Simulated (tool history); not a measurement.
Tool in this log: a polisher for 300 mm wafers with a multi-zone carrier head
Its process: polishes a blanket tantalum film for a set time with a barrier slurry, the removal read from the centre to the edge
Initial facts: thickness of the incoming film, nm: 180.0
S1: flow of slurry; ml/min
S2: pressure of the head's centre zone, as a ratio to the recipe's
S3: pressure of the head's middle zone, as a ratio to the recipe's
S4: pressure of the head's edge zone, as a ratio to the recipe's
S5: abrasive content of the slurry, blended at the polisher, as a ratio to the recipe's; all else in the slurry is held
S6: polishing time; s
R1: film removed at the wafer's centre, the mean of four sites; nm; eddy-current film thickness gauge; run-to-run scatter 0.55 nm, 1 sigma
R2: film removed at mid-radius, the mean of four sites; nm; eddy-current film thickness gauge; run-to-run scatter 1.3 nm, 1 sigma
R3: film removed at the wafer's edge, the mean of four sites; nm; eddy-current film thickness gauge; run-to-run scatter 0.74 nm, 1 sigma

| run | hour | S1 | S2 | S3 | S4 | S5 | S6 | R1 | R2 | R3 |
|---|---|---|---|---|---|---|---|---|---|---|
| 1 | 0.0 | 240 | 1.00 | 1.00 | 1.00 | 1.00 | 39 | 75.274 | 76.337 | 76.500 |
| 2 | 4.5 | 215 | 1.00 | 1.00 | 1.00 | 1.00 | 39 | 73.933 | 77.134 | 75.547 |
| 3 | 5.5 | 215 | 1.00 | 1.00 | 1.06 | 1.00 | 39 | 74.014 | 75.138 | 77.605 |
| 4 | 10.7 | 275 | 1.00 | 1.00 | 1.06 | 1.00 | 39 | 75.404 | 78.812 | 78.877 |
| 5 | 11.6 | 320 | 1.00 | 1.00 | 1.06 | 1.00 | 39 | 76.228 | 79.351 | 78.234 |
| 6 | 18.5 | 320 | 1.04 | 1.00 | 1.06 | 1.00 | 39 | 79.485 | 77.715 | 79.727 |
| 7 | 24.0 | 315 | 1.03 | 0.99 | 1.08 | 1.05 | 39 | 79.997 | 79.110 | 80.892 |
| 8 | 27.5 | 305 | 1.01 | 0.98 | 1.10 | 1.10 | 39 | 79.527 | 81.097 | 82.792 |
| 9 | 30.1 | 300 | 1.00 | 0.96 | 1.12 | 1.15 | 39 | 79.906 | 79.333 | 84.606 |
| 10 | 32.8 | 330 | 0.97 | 1.00 | 1.19 | 1.30 | 39 | 79.120 | 86.406 | 90.621 |

Forecast run 11:
| 11 | 40.1 | 330 | 0.97 | 0.99 | 1.19 | 1.30 | 39 | ? | ? | ? |

R1: 79.604 nm
R2: 85.590 nm
R3: 90.901 nm

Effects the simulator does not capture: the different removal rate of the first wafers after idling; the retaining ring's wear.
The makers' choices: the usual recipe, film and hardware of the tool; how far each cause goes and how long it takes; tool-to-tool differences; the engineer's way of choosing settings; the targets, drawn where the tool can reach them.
